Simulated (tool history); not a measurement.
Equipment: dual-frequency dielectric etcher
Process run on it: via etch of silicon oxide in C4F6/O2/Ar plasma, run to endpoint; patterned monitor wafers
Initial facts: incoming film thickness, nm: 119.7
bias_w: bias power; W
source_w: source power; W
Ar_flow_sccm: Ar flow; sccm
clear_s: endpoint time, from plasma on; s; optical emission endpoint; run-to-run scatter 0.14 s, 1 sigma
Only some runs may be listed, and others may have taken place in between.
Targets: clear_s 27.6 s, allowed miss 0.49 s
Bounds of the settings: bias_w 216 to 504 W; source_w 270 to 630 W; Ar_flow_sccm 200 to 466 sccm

{"run": 1, "hour": 0.0, "bias_w": 360, "source_w": 450, "Ar_flow_sccm": 333, "clear_s": 31.048}
{"run": 2, "hour": 3.9, "bias_w": 317, "source_w": 450, "Ar_flow_sccm": 333, "clear_s": 32.618}
{"run": 3, "hour": 10.7, "bias_w": 331, "source_w": 450, "Ar_flow_sccm": 333, "clear_s": 31.969}
{"run": 4, "hour": 14.1, "bias_w": 331, "source_w": 450, "Ar_flow_sccm": 383, "clear_s": 32.754}
{"run": 5, "hour": 21.6, "bias_w": 382, "source_w": 450, "Ar_flow_sccm": 383, "clear_s": 30.882}
{"run": 6, "hour": 24.5, "bias_w": 382, "source_w": 450, "Ar_flow_sccm": 336, "clear_s": 30.293}
{"run": 7, "hour": 27.0, "bias_w": 390, "source_w": 450, "Ar_flow_sccm": 336, "clear_s": 30.045}
{"run": 8, "hour": 31.2, "bias_w": 397, "source_w": 450, "Ar_flow_sccm": 336, "clear_s": 29.945}
{"run": 9, "hour": 36.6, "bias_w": 404, "source_w": 450, "Ar_flow_sccm": 336, "clear_s": 29.929}
{"run": 10, "hour": 43.2, "bias_w": 411, "source_w": 450, "Ar_flow_sccm": 336, "clear_s": 29.63}
{"run": 11, "hour": 50.9, "bias_w": 417, "source_w": 450, "Ar_flow_sccm": 336, "clear_s": 29.097}
{"run": 12, "hour": 54.7, "bias_w": 421, "source_w": 450, "Ar_flow_sccm": 336, "clear_s": 28.95}
{"run": 13, "hour": 58.3, "bias_w": 425, "source_w": 450, "Ar_flow_sccm": 336, "clear_s": 29.096}

Consider the 4 candidate settings below. Which is the only one whose results all fall within their allowed miss of target?
{"run": "A", "hour": 61.9, "bias_w": 462, "source_w": 480, "Ar_flow_sccm": 328, "clear_s": "?"}
{"run": "B", "hour": 61.9, "bias_w": 470, "source_w": 310, "Ar_flow_sccm": 304, "clear_s": "?"}
{"run": "C", "hour": 61.9, "bias_w": 487, "source_w": 530, "Ar_flow_sccm": 348, "clear_s": "?"}
{"run": "D", "hour": 61.9, "bias_w": 485, "source_w": 550, "Ar_flow_sccm": 382, "clear_s": "?"}

move=A clear_s=27.613
move=B clear_s=30.859
move=C clear_s=26.449
move=D clear_s=26.47
A: each result inside its tolerance
B: misses by more than the last run did
C: the result that was furthest off in the last run now lies on the other side of its target
D: the result that was furthest off in the last run now lies on the other side of its target
A is the move that brings every result within its allowed miss.

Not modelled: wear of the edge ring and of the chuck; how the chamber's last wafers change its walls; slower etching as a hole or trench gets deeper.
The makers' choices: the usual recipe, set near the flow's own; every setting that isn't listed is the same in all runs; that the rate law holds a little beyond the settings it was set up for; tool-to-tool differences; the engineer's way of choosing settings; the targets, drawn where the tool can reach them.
